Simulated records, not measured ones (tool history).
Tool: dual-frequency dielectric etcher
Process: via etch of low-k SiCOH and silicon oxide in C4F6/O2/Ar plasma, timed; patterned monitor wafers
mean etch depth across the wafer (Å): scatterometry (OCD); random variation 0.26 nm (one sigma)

| run | hour | source power (W) | bias power (W) | etch time (s) | mean etch depth across the wafer (Å) |
|---|---|---|---|---|---|
| 1 | 0 | 340 | 219 | 37.5 | 919.1 |
| 2 | 8.5 | 350 | 222 | 37.5 | 927.23 |
| 3 | 16.8 | 350 | 189 | 37.5 | 863.76 |
| 4 | 23.9 | 350 | 189 | 35 | 808.76 |
| 5 | 26.4 | 360 | 197 | 35 | 833.66 |
| 6 | 33.3 | 360 | 218 | 35 | 868.89 |
| 7 | 35 | 360 | 226 | 35 | 882.28 |
| 8 | 43.5 | 360 | 226 | 35 | 884.2 |

Forecast run 9:
| 9 | 50.9 | 360 | 233 | 35 | ? |

Run 9 gave mean etch depth across the wafer (Å) 893.23.
